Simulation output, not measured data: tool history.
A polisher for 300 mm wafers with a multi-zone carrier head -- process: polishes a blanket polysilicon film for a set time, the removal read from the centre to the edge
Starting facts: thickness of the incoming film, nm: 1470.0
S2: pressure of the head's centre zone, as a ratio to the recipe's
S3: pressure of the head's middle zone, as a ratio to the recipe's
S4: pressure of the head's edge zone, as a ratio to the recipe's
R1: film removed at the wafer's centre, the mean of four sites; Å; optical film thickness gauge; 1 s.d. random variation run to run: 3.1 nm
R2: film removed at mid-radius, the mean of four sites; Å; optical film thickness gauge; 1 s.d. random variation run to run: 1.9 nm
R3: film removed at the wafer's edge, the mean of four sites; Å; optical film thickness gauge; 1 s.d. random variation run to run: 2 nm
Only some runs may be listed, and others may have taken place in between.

Run 1, hour 0.0: flow of slurry (ml/min) 130, S2 1.00, S3 1.00, S4 1.00, polishing time (s) 62. Result: R1 5242.7 Å, R2 4635.7 Å, R3 4696.8 Å.
Run 2, hour 7.8: flow of slurry (ml/min) 130, S2 1.00, S3 1.00, S4 1.03, polishing time (s) 62. Result: R1 5311.0 Å, R2 4638.4 Å, R3 4758.8 Å.
Run 3, hour 9.8: flow of slurry (ml/min) 120, S2 1.00, S3 0.95, S4 0.98, polishing time (s) 55. Result: R1 4572.3 Å, R2 3829.2 Å, R3 4019.2 Å.
Run 4, hour 14.9: flow of slurry (ml/min) 120, S2 1.00, S3 0.95, S4 0.98, polishing time (s) 43. Result: R1 3575.3 Å, R2 3042.2 Å, R3 3153.7 Å.
Run 5, hour 23.2: flow of slurry (ml/min) 120, S2 1.00, S3 0.95, S4 0.91, polishing time (s) 43. Result: R1 3594.9 Å, R2 3043.3 Å, R3 3065.3 Å.
Run 6, hour 23.7: flow of slurry (ml/min) 120, S2 1.00, S3 0.95, S4 0.91, polishing time (s) 56. Result: R1 4667.8 Å, R2 3936.0 Å, R3 3954.1 Å.
At hour 26.1: centre zone pressure recalibrated.
Run 7, hour 26.1: flow of slurry (ml/min) 85, S2 0.96, S3 0.85, S4 0.88, polishing time (s) 43. Result: R1 2692.9 Å, R2 2479.7 Å, R3 2794.2 Å.

For run 8, what comes out?
Run 8, hour 32.2: flow of slurry (ml/min) 85, S2 0.96, S3 0.85, S4 0.88, polishing time (s) 43. Result: R1 ?, R2 ?, R3 ?.

Run 8 produced R1 2729.9 Å, R2 2463.7 Å, R3 2790.1 Å.
